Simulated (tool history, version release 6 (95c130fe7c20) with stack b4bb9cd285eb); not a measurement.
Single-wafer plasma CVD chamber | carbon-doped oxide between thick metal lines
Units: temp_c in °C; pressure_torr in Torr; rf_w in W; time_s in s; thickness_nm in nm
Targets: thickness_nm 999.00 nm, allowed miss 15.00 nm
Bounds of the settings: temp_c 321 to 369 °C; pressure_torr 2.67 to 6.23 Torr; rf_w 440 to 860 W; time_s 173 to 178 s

run 1 day=0.000 | temp_c=345 pressure_torr=4.45 rf_w=650 time_s=173 | thickness_nm=875.75
run 2 day=0.242 | temp_c=349 pressure_torr=4.45 rf_w=650 time_s=173 | thickness_nm=868.61
run 3 day=0.400 | temp_c=349 pressure_torr=3.71 rf_w=650 time_s=173 | thickness_nm=850.09
run 4 day=0.654 | temp_c=346 pressure_torr=4.11 rf_w=670 time_s=173 | thickness_nm=887.22
run 5 day=0.879 | temp_c=342 pressure_torr=4.38 rf_w=680 time_s=173 | thickness_nm=915.65
run 6 day=1.083 | temp_c=342 pressure_torr=4.38 rf_w=595 time_s=173 | thickness_nm=820.73
run 7 day=1.158 | temp_c=340 pressure_torr=4.68 rf_w=620 time_s=173 | thickness_nm=865.54
run 8 day=1.308 | temp_c=338 pressure_torr=4.98 rf_w=635 time_s=173 | thickness_nm=895.79
run 9 day=1.438 | temp_c=336 pressure_torr=5.24 rf_w=645 time_s=173 | thickness_nm=915.46
run 10 day=1.625 | temp_c=327 pressure_torr=6.13 rf_w=700 time_s=173 | thickness_nm=1022.00

Which of these 4 next moves meets every target?
run A day=1.812 | temp_c=325 pressure_torr=5.74 rf_w=715 time_s=174 | thickness_nm=?
run B day=1.812 | temp_c=334 pressure_torr=6.04 rf_w=715 time_s=177 | thickness_nm=?
run C day=1.812 | temp_c=323 pressure_torr=5.00 rf_w=700 time_s=173 | thickness_nm=?
run D day=1.812 | temp_c=330 pressure_torr=6.09 rf_w=725 time_s=178 | thickness_nm=?

move=A thickness_nm=1035.80
move=B thickness_nm=1030.70
move=C thickness_nm=1001.50
move=D thickness_nm=1060.40
A: further off than the last run
B: further off than the last run
C: meets every target
D: further off than the last run
The right move is C.
